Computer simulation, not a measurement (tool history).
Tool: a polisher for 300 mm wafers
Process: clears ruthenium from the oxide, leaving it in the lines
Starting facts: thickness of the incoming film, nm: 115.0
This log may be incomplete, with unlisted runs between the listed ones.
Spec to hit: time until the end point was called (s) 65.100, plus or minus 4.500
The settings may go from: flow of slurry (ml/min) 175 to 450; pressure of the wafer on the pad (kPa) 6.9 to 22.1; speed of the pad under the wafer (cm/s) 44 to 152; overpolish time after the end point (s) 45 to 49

| run | hour | flow of slurry (ml/min) | pressure of the wafer on the pad (kPa) | speed of the pad under the wafer (cm/s) | overpolish time after the end point (s) | time until the end point was called (s) |
|---|---|---|---|---|---|---|
| 1 | 0.0 | 290 | 14.5 | 98 | 45 | 98.632 |
| 2 | 8.0 | 290 | 14.5 | 120 | 45 | 81.604 |
| 3 | 14.9 | 260 | 14.5 | 120 | 45 | 80.724 |
| 4 | 19.1 | 260 | 14.5 | 120 | 45 | 81.490 |
| 5 | 20.8 | 260 | 14.5 | 120 | 49 | 85.658 |
| 6 | 26.1 | 260 | 14.5 | 132 | 49 | 76.921 |
| 7 | 27.1 | 260 | 14.5 | 132 | 49 | 74.372 |
| 8 | 28.2 | 260 | 15.2 | 134 | 49 | 68.783 |

Next run, 4 choices. One meets every target within its allowed miss, the rest don't. Which?
| A | 29.3 | 325 | 13.8 | 130 | 49 | ? |
| B | 29.3 | 260 | 13.1 | 144 | 49 | ? |
| C | 29.3 | 220 | 15.2 | 152 | 45 | ? |
| D | 29.3 | 280 | 13.1 | 132 | 47 | ? |

| move | time until the end point was called (s) |
|---|---|
| A | 77.330 |
| B | 75.204 |
| C | 63.203 |
| D | 81.223 |
A: lands further from the targets than the last run did
B: lands further from the targets than the last run did
C: every result lands within tolerance
D: lands further from the targets than the last run did
The right move is C.
